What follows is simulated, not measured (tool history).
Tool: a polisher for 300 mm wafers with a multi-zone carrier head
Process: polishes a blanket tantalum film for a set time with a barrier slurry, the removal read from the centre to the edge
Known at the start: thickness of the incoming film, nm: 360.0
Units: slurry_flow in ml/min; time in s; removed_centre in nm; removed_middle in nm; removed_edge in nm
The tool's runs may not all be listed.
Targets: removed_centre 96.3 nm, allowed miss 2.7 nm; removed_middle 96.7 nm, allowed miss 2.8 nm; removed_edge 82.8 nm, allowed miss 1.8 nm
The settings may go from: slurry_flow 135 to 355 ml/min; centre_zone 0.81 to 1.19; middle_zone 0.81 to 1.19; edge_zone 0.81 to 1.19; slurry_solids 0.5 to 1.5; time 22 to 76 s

| run | hour | slurry_flow | centre_zone | middle_zone | edge_zone | slurry_solids | time | removed_centre | removed_middle | removed_edge |
|---|---|---|---|---|---|---|---|---|---|---|
| 1 | 0 | 225 | 1 | 1 | 1 | 1 | 49 | 84.573 | 88.354 | 88.354 |
| 2 | 5.1 | 235 | 1.02 | 1.02 | 0.97 | 1 | 49 | 87.164 | 90.149 | 86.811 |
| 3 | 9.5 | 235 | 1.02 | 1.02 | 0.97 | 1.15 | 49 | 90.699 | 93.431 | 89.315 |
| 4 | 13 | 235 | 1.02 | 1.02 | 0.97 | 1.05 | 49 | 87.704 | 90.245 | 87.816 |
| 5 | 15 | 240 | 1.04 | 1.04 | 0.95 | 1.05 | 49 | 89.969 | 92.668 | 86.715 |
|  | 22.8 | worn pad replaced by a new one |
| 6 | 22.8 | 245 | 1.05 | 1.05 | 0.93 | 1.05 | 49 | 98.505 | 101.29 | 92.953 |
| 7 | 29 | 245 | 1.08 | 1.07 | 0.93 | 0.95 | 48 | 95.286 | 98.563 | 88.529 |
| 8 | 33.7 | 245 | 1.08 | 1.07 | 0.93 | 0.95 | 48 | 96.226 | 99.017 | 88.069 |
| 9 | 41.4 | 240 | 1.09 | 1.07 | 0.92 | 0.9 | 48 | 96.298 | 97.473 | 87.181 |
| 10 | 46.6 | 235 | 1.09 | 1.07 | 0.91 | 0.85 | 48 | 94.266 | 95.491 | 85.04 |
| 11 | 55.1 | 235 | 1.09 | 1.07 | 0.9 | 0.85 | 48 | 92.743 | 95.653 | 85.216 |
| 12 | 62.2 | 240 | 1.1 | 1.07 | 0.88 | 0.8 | 48 | 94.204 | 94.071 | 82.861 |

Which of these 5 next moves meets every target?
| A | 69.3 | 230 | 1.1 | 1.02 | 0.89 | 1.05 | 45 | ? | ? | ? |
| B | 69.3 | 260 | 1.07 | 1.08 | 0.89 | 0.75 | 47 | ? | ? | ? |
| C | 69.3 | 240 | 1.12 | 1.06 | 0.83 | 0.8 | 49 | ? | ? | ? |
| D | 69.3 | 225 | 1.11 | 1.09 | 0.92 | 0.6 | 50 | ? | ? | ? |
| E | 69.3 | 250 | 1.03 | 1.04 | 0.86 | 1.25 | 43 | ? | ? | ? |

| move | removed_centre | removed_middle | removed_edge |
|---|---|---|---|
| A | 91.916 | 90.504 | 83.623 |
| B | 88.081 | 93.065 | 81.515 |
| C | 95.996 | 96.052 | 83.081 |
| D | 89.478 | 92.473 | 81.981 |
| E | 87.233 | 92.334 | 82.35 |
A: further off than the last run
B: further off than the last run
C: meets every target
D: further off than the last run
E: further off than the last run
Move C is the one to make.

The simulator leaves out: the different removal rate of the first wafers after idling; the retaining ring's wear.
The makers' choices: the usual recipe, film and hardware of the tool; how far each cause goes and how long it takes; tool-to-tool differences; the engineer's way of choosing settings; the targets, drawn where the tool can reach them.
